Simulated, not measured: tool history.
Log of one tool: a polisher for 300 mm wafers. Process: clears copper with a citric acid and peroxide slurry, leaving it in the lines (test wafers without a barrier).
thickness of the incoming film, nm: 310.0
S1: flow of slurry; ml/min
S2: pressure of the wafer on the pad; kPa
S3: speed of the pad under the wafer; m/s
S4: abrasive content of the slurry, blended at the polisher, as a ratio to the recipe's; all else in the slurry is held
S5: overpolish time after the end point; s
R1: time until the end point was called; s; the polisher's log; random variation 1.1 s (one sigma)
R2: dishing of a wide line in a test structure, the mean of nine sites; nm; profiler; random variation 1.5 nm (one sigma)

run,hour,S1,S2,S3,S4,S5,R1,R2
1,0,190,24.1,1.42,1,18,97.46,40.348
2,6.2,190,24.8,1.42,1,19,95.277,44.837
3,12.8,190,24.8,1.42,0.85,19,97.155,44.273
4,18.4,190,24.8,1.42,0.85,14,100.56,33.777
5,25.5,190,26.2,1.42,0.85,15,93.256,35.605
6,34.5,190,20.7,1.42,0.85,15,114.32,29.883
7,37.7,190,27.6,1.5,0.85,24,88.327,58.382
8,39.8,190,28.3,1.5,0.85,24,86.224,58.453
9,44.6,190,29,1.5,0.85,24,84.536,57.942
10,48.9,190,29.6,1.5,0.85,24,81.002,59.968
11,56.8,190,30.3,1.5,0.85,24,78.066,65.672
12,58.2,190,31,1.5,0.85,24,77.753,61.425
13,59,190,31.7,1.5,0.85,24,75.073,64.553

Forecast run 14:
14,60,190,33.1,1.5,0.85,24,?,?

R1: 74.167 s
R2: 64.24 nm
